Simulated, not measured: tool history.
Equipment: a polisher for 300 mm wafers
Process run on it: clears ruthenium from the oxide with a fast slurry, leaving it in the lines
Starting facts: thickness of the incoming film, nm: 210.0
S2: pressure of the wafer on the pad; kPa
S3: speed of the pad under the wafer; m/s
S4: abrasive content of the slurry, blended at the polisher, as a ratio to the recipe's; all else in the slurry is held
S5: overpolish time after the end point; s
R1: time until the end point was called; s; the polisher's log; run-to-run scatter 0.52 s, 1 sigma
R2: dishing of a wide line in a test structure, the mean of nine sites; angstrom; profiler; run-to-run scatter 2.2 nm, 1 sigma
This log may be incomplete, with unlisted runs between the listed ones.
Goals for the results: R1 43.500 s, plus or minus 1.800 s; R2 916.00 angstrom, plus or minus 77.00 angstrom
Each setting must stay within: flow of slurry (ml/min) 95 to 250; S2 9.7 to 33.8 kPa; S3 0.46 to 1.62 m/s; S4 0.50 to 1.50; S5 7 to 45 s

Run 1, hour 0.0: flow of slurry (ml/min) 160, S2 21.4 kPa, S3 1.04 m/s, S4 1.00, S5 23 s. Result: R1 32.819 s, R2 805.86 angstrom.
Run 2, hour 1.5: flow of slurry (ml/min) 160, S2 21.4 kPa, S3 1.26 m/s, S4 1.00, S5 23 s. Result: R1 28.227 s, R2 871.49 angstrom.
Run 3, hour 5.0: flow of slurry (ml/min) 160, S2 20.0 kPa, S3 1.26 m/s, S4 1.00, S5 25 s. Result: R1 30.252 s, R2 898.65 angstrom.
Run 4, hour 13.8: flow of slurry (ml/min) 160, S2 19.3 kPa, S3 1.26 m/s, S4 1.00, S5 26 s. Result: R1 31.755 s, R2 876.46 angstrom.
Run 5, hour 15.2: flow of slurry (ml/min) 160, S2 18.6 kPa, S3 1.26 m/s, S4 1.00, S5 27 s. Result: R1 32.295 s, R2 872.91 angstrom.
Run 6, hour 16.3: flow of slurry (ml/min) 125, S2 18.6 kPa, S3 1.26 m/s, S4 1.00, S5 27 s. Result: R1 34.456 s, R2 885.51 angstrom.
Run 7, hour 19.8: flow of slurry (ml/min) 125, S2 18.6 kPa, S3 1.26 m/s, S4 1.00, S5 27 s. Result: R1 33.255 s, R2 899.18 angstrom.
Run 8, hour 26.0: flow of slurry (ml/min) 125, S2 17.9 kPa, S3 1.26 m/s, S4 1.00, S5 28 s. Result: R1 35.440 s, R2 871.22 angstrom.
Run 9, hour 29.3: flow of slurry (ml/min) 125, S2 17.2 kPa, S3 1.26 m/s, S4 1.00, S5 29 s. Result: R1 36.709 s, R2 850.10 angstrom.
Run 10, hour 33.7: flow of slurry (ml/min) 125, S2 17.2 kPa, S3 1.26 m/s, S4 1.00, S5 30 s. Result: R1 36.452 s, R2 899.03 angstrom.
Run 11, hour 39.5: flow of slurry (ml/min) 125, S2 16.5 kPa, S3 1.26 m/s, S4 1.00, S5 31 s. Result: R1 37.145 s, R2 842.94 angstrom.
Run 12, hour 44.8: flow of slurry (ml/min) 120, S2 16.5 kPa, S3 1.26 m/s, S4 1.00, S5 33 s. Result: R1 37.659 s, R2 876.86 angstrom.
Run 13, hour 49.0: flow of slurry (ml/min) 115, S2 16.5 kPa, S3 1.26 m/s, S4 1.00, S5 34 s. Result: R1 38.090 s, R2 894.13 angstrom.
Run 14, hour 56.4: flow of slurry (ml/min) 115, S2 16.5 kPa, S3 1.26 m/s, S4 1.00, S5 35 s. Result: R1 38.748 s, R2 909.96 angstrom.
Run 15, hour 60.7: flow of slurry (ml/min) 115, S2 16.5 kPa, S3 1.26 m/s, S4 1.00, S5 36 s. Result: R1 38.992 s, R2 965.89 angstrom.

Consider the 4 candidate settings below. Which is the only one whose results all fall within their allowed miss of target?
Run A, hour 65.0: flow of slurry (ml/min) 145, S2 15.2 kPa, S3 1.20 m/s, S4 0.85, S5 34 s. Result: R1 ?, R2 ?.
Run B, hour 65.0: flow of slurry (ml/min) 125, S2 15.2 kPa, S3 1.22 m/s, S4 0.95, S5 41 s. Result: R1 ?, R2 ?.
Run C, hour 65.0: flow of slurry (ml/min) 105, S2 15.2 kPa, S3 1.18 m/s, S4 0.95, S5 42 s. Result: R1 ?, R2 ?.
Run D, hour 65.0: flow of slurry (ml/min) 120, S2 13.8 kPa, S3 1.30 m/s, S4 0.90, S5 30 s. Result: R1 ?, R2 ?.

move      R1      R2
   A  46.333  826.51
   B  43.164  943.76
   C  46.443  922.00
   D  47.033  761.44
A: pushes the last run's worst result past its target
B: every result within its allowed miss
C: pushes the last run's worst result past its target
D: pushes the last run's worst result past its target
So the answer is move B, the one that meets all the targets.
